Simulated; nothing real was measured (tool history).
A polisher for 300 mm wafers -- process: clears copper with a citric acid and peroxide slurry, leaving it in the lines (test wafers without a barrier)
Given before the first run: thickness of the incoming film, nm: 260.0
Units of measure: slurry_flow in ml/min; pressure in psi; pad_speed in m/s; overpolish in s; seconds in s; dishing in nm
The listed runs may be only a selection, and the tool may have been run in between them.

run  hour  slurry_flow  pressure  pad_speed  slurry_solids  overpolish  seconds  dishing
  1     0          145       3.2       0.86              1          21   122.07    25.62
  2   4.1          145       3.2       0.86            1.2          21   119.64   26.721
  3   4.7          145       3.5       0.88            1.2          21   104.95   28.772
  4   8.6          160       3.5       0.88            1.2          21   105.97   29.108
  5  11.2          160       3.5       0.88           1.05          21    106.3   29.931
  6  18.9          160       3.7        0.9           1.05          21   99.145   30.669

Estimate the outcome of run 7 from the log above:
  7    27          165       4.6       1.02           1.05          23        ?        ?

seconds: 72.038 s
dishing: 40.612 nm

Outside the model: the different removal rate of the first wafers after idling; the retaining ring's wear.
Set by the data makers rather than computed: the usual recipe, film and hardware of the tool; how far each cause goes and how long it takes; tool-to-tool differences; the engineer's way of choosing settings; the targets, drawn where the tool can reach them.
